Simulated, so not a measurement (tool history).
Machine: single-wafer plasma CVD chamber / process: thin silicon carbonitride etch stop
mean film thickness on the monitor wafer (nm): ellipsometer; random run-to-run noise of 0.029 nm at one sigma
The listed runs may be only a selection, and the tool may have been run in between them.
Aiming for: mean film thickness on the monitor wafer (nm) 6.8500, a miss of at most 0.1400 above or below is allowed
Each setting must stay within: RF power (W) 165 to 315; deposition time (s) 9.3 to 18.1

| run | hour | RF power (W) | deposition time (s) | mean film thickness on the monitor wafer (nm) |
|---|---|---|---|---|
| 1 | 0.0 | 240 | 13.7 | 7.6734 |
| 2 | 7.5 | 240 | 14.5 | 8.1644 |
| 3 | 15.4 | 230 | 14.5 | 8.1012 |
| 4 | 19.0 | 230 | 13.5 | 7.4481 |
| 5 | 23.9 | 225 | 13.5 | 7.4544 |
| 6 | 30.0 | 245 | 13.5 | 7.6280 |
| 7 | 38.1 | 245 | 13.5 | 7.5798 |
| 8 | 45.0 | 240 | 13.4 | 7.5051 |
| 9 | 49.1 | 235 | 13.3 | 7.4385 |
| 10 | 51.4 | 230 | 13.2 | 7.3429 |
| 11 | 56.9 | 225 | 13.1 | 7.2269 |

Next run, 4 choices. One meets every target within its allowed miss, the rest don't. Which?
| A | 62.4 | 225 | 14.0 | ? |
| B | 62.4 | 240 | 13.9 | ? |
| C | 62.4 | 230 | 13.7 | ? |
| D | 62.4 | 210 | 12.7 | ? |

| move | mean film thickness on the monitor wafer (nm) |
|---|---|
| A | 7.7515 |
| B | 7.8255 |
| C | 7.6284 |
| D | 6.9087 |
A: moves away from the targets compared with the last run
B: moves away from the targets compared with the last run
C: moves away from the targets compared with the last run
D: meets every target
So the answer is move D, the one that meets all the targets.
